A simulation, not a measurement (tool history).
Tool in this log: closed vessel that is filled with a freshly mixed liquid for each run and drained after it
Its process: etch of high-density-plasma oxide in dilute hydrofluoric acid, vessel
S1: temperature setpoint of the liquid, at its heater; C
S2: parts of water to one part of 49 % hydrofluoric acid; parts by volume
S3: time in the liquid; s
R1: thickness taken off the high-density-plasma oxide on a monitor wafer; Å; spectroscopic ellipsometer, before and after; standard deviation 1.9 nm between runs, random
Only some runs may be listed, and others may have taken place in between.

{"run": 1, "hour": 0.0, "S1": 22.0, "S2": 180, "S3": 2710, "R1": 1164.3}
{"run": 2, "hour": 3.8, "S1": 23.0, "S2": 175, "S3": 2710, "R1": 1248.9}
{"run": 3, "hour": 7.9, "S1": 21.0, "S2": 175, "S3": 2710, "R1": 1167.1}
{"run": 4, "hour": 16.3, "S1": 22.0, "S2": 170, "S3": 2710, "R1": 1254.1}
{"run": 5, "hour": 17.9, "S1": 23.0, "S2": 165, "S3": 2710, "R1": 1360.0}
{"run": 6, "hour": 24.4, "S1": 24.0, "S2": 160, "S3": 2710, "R1": 1451.7}
{"run": 7, "hour": 32.3, "S1": 25.0, "S2": 155, "S3": 2710, "R1": 1560.8}

Run 8, settings as shown, results not yet in. Your forecast:
{"run": 8, "hour": 34.8, "S1": 25.5, "S2": 150, "S3": 2710, "R1": "?"}

{"run 8": {"R1": 1674.6}}
